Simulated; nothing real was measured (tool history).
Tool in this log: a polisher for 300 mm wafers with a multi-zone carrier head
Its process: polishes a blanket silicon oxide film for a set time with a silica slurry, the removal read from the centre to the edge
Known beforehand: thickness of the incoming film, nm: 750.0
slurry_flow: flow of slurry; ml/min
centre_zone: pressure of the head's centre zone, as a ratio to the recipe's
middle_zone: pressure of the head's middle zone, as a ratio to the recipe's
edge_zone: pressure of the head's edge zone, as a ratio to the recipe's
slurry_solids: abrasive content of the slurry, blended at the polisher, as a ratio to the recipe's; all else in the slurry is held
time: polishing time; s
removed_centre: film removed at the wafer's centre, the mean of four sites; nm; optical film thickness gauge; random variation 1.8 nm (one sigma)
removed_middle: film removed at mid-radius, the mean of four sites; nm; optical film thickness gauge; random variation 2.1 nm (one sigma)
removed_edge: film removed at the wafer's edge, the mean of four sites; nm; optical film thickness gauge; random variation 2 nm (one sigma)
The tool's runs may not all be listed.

run,hour,slurry_flow,centre_zone,middle_zone,edge_zone,slurry_solids,time,removed_centre,removed_middle,removed_edge
1,0.0,270,1.00,1.00,1.00,1.00,76,225.52,230.27,222.00
2,3.3,270,1.00,1.00,0.96,1.00,76,224.84,230.64,218.26
3,10.1,270,1.00,1.00,0.96,1.15,76,234.62,247.06,233.13
4,19.0,260,0.96,1.02,0.95,1.15,76,228.48,244.80,227.85
5,27.4,260,1.01,1.02,0.95,1.15,76,237.90,244.94,229.45
6,35.9,260,0.97,1.02,0.95,1.15,76,231.83,245.77,228.49
7,40.2,285,0.92,1.06,0.99,1.10,75,210.57,249.95,224.81

What will run 8 give?
8,46.6,295,0.91,1.07,1.00,1.10,75,?,?,?

Run 8 measured removed_centre 209.51 nm, removed_middle 256.50 nm, removed_edge 230.97 nm.
